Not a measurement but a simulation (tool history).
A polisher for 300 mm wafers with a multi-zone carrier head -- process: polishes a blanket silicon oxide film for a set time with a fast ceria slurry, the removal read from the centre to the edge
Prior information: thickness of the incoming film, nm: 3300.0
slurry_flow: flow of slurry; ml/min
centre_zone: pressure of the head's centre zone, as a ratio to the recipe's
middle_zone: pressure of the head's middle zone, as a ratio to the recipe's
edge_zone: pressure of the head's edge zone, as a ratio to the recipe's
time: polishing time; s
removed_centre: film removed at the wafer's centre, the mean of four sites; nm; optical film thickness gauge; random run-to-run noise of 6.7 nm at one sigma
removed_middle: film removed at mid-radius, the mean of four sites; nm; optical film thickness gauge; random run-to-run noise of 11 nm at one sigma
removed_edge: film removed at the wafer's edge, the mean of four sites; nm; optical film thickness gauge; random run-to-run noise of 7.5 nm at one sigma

run    day  slurry_flow  centre_zone  middle_zone  edge_zone  time  removed_centre  removed_middle  removed_edge
  1  0.000          175         1.00         1.00       1.00    61          663.07          658.25        663.26
  2  0.079          190         1.04         1.00       1.04    63          727.47          683.52        699.52
  3  0.179          205         1.04         1.00       1.04    63          741.90          699.66        707.42
  4  0.488          205         1.00         1.00       1.04    63          704.66          708.35        704.68
  5  0.646          210         1.03         1.00       1.07    65          752.50          698.25        734.74
  6  0.812          190         1.03         1.00       1.07    65          747.02          703.65        730.29
  7  1.171          195         1.05         1.01       1.09    66          778.29          743.91        751.51

What will run 8 give?
  8  1.396          200         1.07         1.00       1.11    67               ?               ?             ?

Run 8 measured removed_centre 801.16 nm, removed_middle 756.74 nm, removed_edge 769.15 nm.

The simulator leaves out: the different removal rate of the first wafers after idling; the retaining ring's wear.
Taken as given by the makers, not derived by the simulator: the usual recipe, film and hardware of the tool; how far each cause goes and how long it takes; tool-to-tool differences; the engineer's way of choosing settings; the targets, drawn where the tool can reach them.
